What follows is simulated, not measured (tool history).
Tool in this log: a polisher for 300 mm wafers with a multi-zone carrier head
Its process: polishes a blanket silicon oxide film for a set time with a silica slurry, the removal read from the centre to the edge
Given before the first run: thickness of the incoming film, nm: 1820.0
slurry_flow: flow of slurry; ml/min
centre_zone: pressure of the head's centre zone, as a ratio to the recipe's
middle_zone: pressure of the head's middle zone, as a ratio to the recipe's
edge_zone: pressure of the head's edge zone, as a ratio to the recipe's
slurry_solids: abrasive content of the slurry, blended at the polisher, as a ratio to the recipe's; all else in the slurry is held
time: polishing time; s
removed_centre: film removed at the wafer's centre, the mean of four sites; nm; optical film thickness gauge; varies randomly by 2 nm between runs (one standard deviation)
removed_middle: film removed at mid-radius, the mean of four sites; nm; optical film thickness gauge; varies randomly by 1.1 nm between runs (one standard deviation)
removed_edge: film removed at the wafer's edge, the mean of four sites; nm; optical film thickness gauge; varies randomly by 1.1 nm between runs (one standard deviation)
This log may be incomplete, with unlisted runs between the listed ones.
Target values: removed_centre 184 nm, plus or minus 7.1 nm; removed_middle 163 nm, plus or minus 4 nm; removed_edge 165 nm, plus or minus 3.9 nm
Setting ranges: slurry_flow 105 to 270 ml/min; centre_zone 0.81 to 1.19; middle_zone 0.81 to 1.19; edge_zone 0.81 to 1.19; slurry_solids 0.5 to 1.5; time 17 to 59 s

{"run": 1, "hour": 0.0, "slurry_flow": 175, "centre_zone": 1, "middle_zone": 1, "edge_zone": 1, "slurry_solids": 1, "time": 38, "removed_centre": 105.87, "removed_middle": 108.8, "removed_edge": 110.22}
{"run": 2, "hour": 8.6, "slurry_flow": 195, "centre_zone": 1, "middle_zone": 1, "edge_zone": 1, "slurry_solids": 1, "time": 38, "removed_centre": 111.51, "removed_middle": 111.88, "removed_edge": 112.46}
{"run": 3, "hour": 16.9, "slurry_flow": 205, "centre_zone": 1.02, "middle_zone": 1.01, "edge_zone": 1.03, "slurry_solids": 1.1, "time": 38, "removed_centre": 118.26, "removed_middle": 118.98, "removed_edge": 118.93}
{"run": 4, "hour": 20.4, "slurry_flow": 205, "centre_zone": 1.02, "middle_zone": 1.01, "edge_zone": 1.08, "slurry_solids": 1.1, "time": 38, "removed_centre": 118.95, "removed_middle": 118.96, "removed_edge": 118.9}
{"run": 5, "hour": 22.5, "slurry_flow": 205, "centre_zone": 1.02, "middle_zone": 1.01, "edge_zone": 1.08, "slurry_solids": 0.9, "time": 38, "removed_centre": 107.14, "removed_middle": 108.26, "removed_edge": 109.8}
{"run": 6, "hour": 27.8, "slurry_flow": 210, "centre_zone": 1.04, "middle_zone": 1.01, "edge_zone": 1.09, "slurry_solids": 1, "time": 39, "removed_centre": 119.73, "removed_middle": 116.61, "removed_edge": 118.23}
{"run": 7, "hour": 36.3, "slurry_flow": 225, "centre_zone": 1.11, "middle_zone": 1.04, "edge_zone": 1.18, "slurry_solids": 1.25, "time": 43, "removed_centre": 155.81, "removed_middle": 145.22, "removed_edge": 149.25}
{"run": 8, "hour": 44.7, "slurry_flow": 230, "centre_zone": 1.12, "middle_zone": 1.04, "edge_zone": 1.18, "slurry_solids": 1.3, "time": 43, "removed_centre": 158.78, "removed_middle": 148.25, "removed_edge": 153.72}
{"run": 9, "hour": 48.5, "slurry_flow": 235, "centre_zone": 1.13, "middle_zone": 1.04, "edge_zone": 1.17, "slurry_solids": 1.35, "time": 43, "removed_centre": 160.05, "removed_middle": 150.08, "removed_edge": 152.77}
{"run": 10, "hour": 55.2, "slurry_flow": 235, "centre_zone": 1.14, "middle_zone": 1.04, "edge_zone": 1.16, "slurry_solids": 1.4, "time": 44, "removed_centre": 170.91, "removed_middle": 156.08, "removed_edge": 158.19}
{"run": 11, "hour": 56.7, "slurry_flow": 235, "centre_zone": 1.15, "middle_zone": 1.04, "edge_zone": 1.17, "slurry_solids": 1.4, "time": 44, "removed_centre": 174, "removed_middle": 156.97, "removed_edge": 157.87}
{"run": 12, "hour": 57.6, "slurry_flow": 240, "centre_zone": 1.16, "middle_zone": 1.04, "edge_zone": 1.18, "slurry_solids": 1.45, "time": 44, "removed_centre": 176.59, "removed_middle": 158.28, "removed_edge": 162.4}
{"run": 13, "hour": 62.9, "slurry_flow": 240, "centre_zone": 1.17, "middle_zone": 1.04, "edge_zone": 1.18, "slurry_solids": 1.45, "time": 44, "removed_centre": 175.59, "removed_middle": 158.34, "removed_edge": 159.45}

Next run, 5 choices. One meets every target within its allowed miss, the rest don't. Which?
{"run": "A", "hour": 68.2, "slurry_flow": 260, "centre_zone": 1.17, "middle_zone": 1.17, "edge_zone": 1.16, "slurry_solids": 1.4, "time": 41, "removed_centre": "?", "removed_middle": "?", "removed_edge": "?"}
{"run": "B", "hour": 68.2, "slurry_flow": 195, "centre_zone": 1.18, "middle_zone": 1.08, "edge_zone": 1.17, "slurry_solids": 1.5, "time": 42, "removed_centre": "?", "removed_middle": "?", "removed_edge": "?"}
{"run": "C", "hour": 68.2, "slurry_flow": 240, "centre_zone": 1.13, "middle_zone": 1.07, "edge_zone": 1.19, "slurry_solids": 1.45, "time": 42, "removed_centre": "?", "removed_middle": "?", "removed_edge": "?"}
{"run": "D", "hour": 68.2, "slurry_flow": 265, "centre_zone": 1.07, "middle_zone": 0.95, "edge_zone": 1.18, "slurry_solids": 1.5, "time": 45, "removed_centre": "?", "removed_middle": "?", "removed_edge": "?"}
{"run": "E", "hour": 68.2, "slurry_flow": 245, "centre_zone": 1.15, "middle_zone": 1, "edge_zone": 1.04, "slurry_solids": 1.5, "time": 46, "removed_centre": "?", "removed_middle": "?", "removed_edge": "?"}

move=A removed_centre=166.75 removed_middle=163.37 removed_edge=149.71
move=B removed_centre=168.89 removed_middle=154.05 removed_edge=153.39
move=C removed_centre=165.67 removed_middle=155.51 removed_edge=155.89
move=D removed_centre=173 removed_middle=154.34 removed_edge=170.28
move=E removed_centre=187.06 removed_middle=163.18 removed_edge=165.09
A: the biggest miss grows against the last run
B: the biggest miss grows against the last run
C: the biggest miss grows against the last run
D: the result that was furthest off in the last run now lies on the other side of its target
E: every result within its allowed miss
Go with E: it meets all targets.
